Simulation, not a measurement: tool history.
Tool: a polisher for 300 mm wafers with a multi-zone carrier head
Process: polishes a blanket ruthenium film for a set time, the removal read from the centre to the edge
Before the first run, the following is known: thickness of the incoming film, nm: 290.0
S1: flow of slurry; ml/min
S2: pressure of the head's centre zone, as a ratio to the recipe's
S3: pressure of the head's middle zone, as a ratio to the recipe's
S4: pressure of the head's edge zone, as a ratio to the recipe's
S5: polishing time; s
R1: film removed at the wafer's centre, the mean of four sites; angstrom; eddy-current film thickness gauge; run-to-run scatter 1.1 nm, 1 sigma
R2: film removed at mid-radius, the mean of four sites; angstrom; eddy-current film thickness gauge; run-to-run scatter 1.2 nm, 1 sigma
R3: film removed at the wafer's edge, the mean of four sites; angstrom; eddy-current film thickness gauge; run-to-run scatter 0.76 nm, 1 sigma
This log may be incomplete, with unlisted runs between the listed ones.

{"run": 1, "hour": 0.0, "S1": 245, "S2": 1.0, "S3": 1.0, "S4": 1.0, "S5": 77, "R1": 1122.0, "R2": 1163.0, "R3": 1130.7}
{"run": 2, "hour": 4.0, "S1": 240, "S2": 0.98, "S3": 0.98, "S4": 1.0, "S5": 77, "R1": 1138.5, "R2": 1136.8, "R3": 1124.1}
{"run": 3, "hour": 8.2, "S1": 240, "S2": 0.98, "S3": 0.98, "S4": 0.97, "S5": 77, "R1": 1126.7, "R2": 1148.9, "R3": 1109.9}
{"run": 4, "hour": 15.9, "S1": 240, "S2": 0.98, "S3": 0.98, "S4": 0.97, "S5": 93, "R1": 1329.0, "R2": 1366.1, "R3": 1341.3}
{"run": 5, "hour": 23.5, "S1": 230, "S2": 0.96, "S3": 0.98, "S4": 1.0, "S5": 90, "R1": 1266.4, "R2": 1324.4, "R3": 1313.5}
{"run": 6, "hour": 24.1, "S1": 225, "S2": 0.94, "S3": 0.97, "S4": 1.02, "S5": 87, "R1": 1185.5, "R2": 1241.3, "R3": 1286.9}
{"run": 7, "hour": 31.5, "S1": 220, "S2": 0.92, "S3": 0.96, "S4": 1.02, "S5": 85, "R1": 1150.6, "R2": 1231.3, "R3": 1255.5}
{"run": 8, "hour": 39.4, "S1": 215, "S2": 0.91, "S3": 0.95, "S4": 1.03, "S5": 83, "R1": 1110.2, "R2": 1184.0, "R3": 1228.4}
{"run": 9, "hour": 44.3, "S1": 210, "S2": 0.9, "S3": 0.94, "S4": 1.04, "S5": 81, "R1": 1063.6, "R2": 1143.7, "R3": 1184.4}

What does the tool deliver on the next run?
{"run": 10, "hour": 47.6, "S1": 205, "S2": 0.89, "S3": 0.93, "S4": 1.05, "S5": 80, "R1": "?", "R2": "?", "R3": "?"}

R1: 1029.6 angstrom
R2: 1119.1 angstrom
R3: 1193.4 angstrom

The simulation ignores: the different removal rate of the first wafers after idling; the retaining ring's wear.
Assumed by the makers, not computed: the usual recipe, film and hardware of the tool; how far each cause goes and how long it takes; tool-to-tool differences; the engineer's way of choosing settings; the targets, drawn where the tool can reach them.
